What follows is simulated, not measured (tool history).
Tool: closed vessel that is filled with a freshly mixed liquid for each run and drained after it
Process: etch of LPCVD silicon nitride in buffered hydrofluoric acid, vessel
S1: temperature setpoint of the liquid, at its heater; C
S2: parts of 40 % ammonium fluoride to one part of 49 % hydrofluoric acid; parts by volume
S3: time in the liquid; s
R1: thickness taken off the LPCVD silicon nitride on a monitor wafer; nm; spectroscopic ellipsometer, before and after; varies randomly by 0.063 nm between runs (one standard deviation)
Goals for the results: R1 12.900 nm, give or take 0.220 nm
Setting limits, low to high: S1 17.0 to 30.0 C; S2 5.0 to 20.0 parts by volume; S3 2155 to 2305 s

Run 1, hour 0.0: S1 22.0 C, S2 12.0 parts by volume, S3 2155 s. Result: R1 22.723 nm.
Run 2, hour 0.9: S1 22.0 C, S2 12.0 parts by volume, S3 2155 s. Result: R1 22.622 nm.
Run 3, hour 2.2: S1 20.5 C, S2 13.0 parts by volume, S3 2155 s. Result: R1 19.170 nm.
Run 4, hour 7.0: S1 19.5 C, S2 13.5 parts by volume, S3 2155 s. Result: R1 17.662 nm.
At hour 14.9: hydrofluoric acid flow meter replaced.
Run 5, hour 14.9: S1 19.5 C, S2 10.5 parts by volume, S3 2155 s. Result: R1 24.343 nm.
Run 6, hour 20.0: S1 19.5 C, S2 10.5 parts by volume, S3 2305 s. Result: R1 26.429 nm.
Run 7, hour 25.2: S1 19.0 C, S2 12.0 parts by volume, S3 2305 s. Result: R1 22.107 nm.
Run 8, hour 31.5: S1 18.5 C, S2 13.0 parts by volume, S3 2305 s. Result: R1 20.007 nm.
Run 9, hour 32.9: S1 18.5 C, S2 13.0 parts by volume, S3 2305 s. Result: R1 20.138 nm.
Run 10, hour 34.6: S1 18.0 C, S2 14.0 parts by volume, S3 2305 s. Result: R1 18.225 nm.
Run 11, hour 42.2: S1 17.5 C, S2 15.0 parts by volume, S3 2305 s. Result: R1 16.493 nm.
Run 12, hour 44.3: S1 17.5 C, S2 15.5 parts by volume, S3 2305 s. Result: R1 16.032 nm.
Run 13, hour 53.0: S1 17.5 C, S2 16.0 parts by volume, S3 2305 s. Result: R1 15.561 nm.
Run 14, hour 55.2: S1 17.5 C, S2 16.5 parts by volume, S3 2305 s. Result: R1 14.953 nm.
Run 15, hour 56.0: S1 17.5 C, S2 17.0 parts by volume, S3 2305 s. Result: R1 14.602 nm.
Run 16, hour 59.5: S1 17.5 C, S2 17.5 parts by volume, S3 2305 s. Result: R1 14.173 nm.
Run 17, hour 64.0: S1 17.5 C, S2 18.0 parts by volume, S3 2305 s. Result: R1 13.787 nm.

Which of these 5 next moves meets every target?
Run A, hour 68.5: S1 17.5 C, S2 15.5 parts by volume, S3 2185 s. Result: R1 ?.
Run B, hour 68.5: S1 17.0 C, S2 17.5 parts by volume, S3 2170 s. Result: R1 ?.
Run C, hour 68.5: S1 19.0 C, S2 17.5 parts by volume, S3 2160 s. Result: R1 ?.
Run D, hour 68.5: S1 18.0 C, S2 17.0 parts by volume, S3 2235 s. Result: R1 ?.
Run E, hour 68.5: S1 17.0 C, S2 15.5 parts by volume, S3 2235 s. Result: R1 ?.

move      R1
   A  15.160
   B  12.982
   C  14.478
   D  14.566
   E  15.071
A: misses by more than the last run did
B: every result within its allowed miss
C: misses by more than the last run did
D: misses by more than the last run did
E: misses by more than the last run did
B is the move that brings every result within its allowed miss.
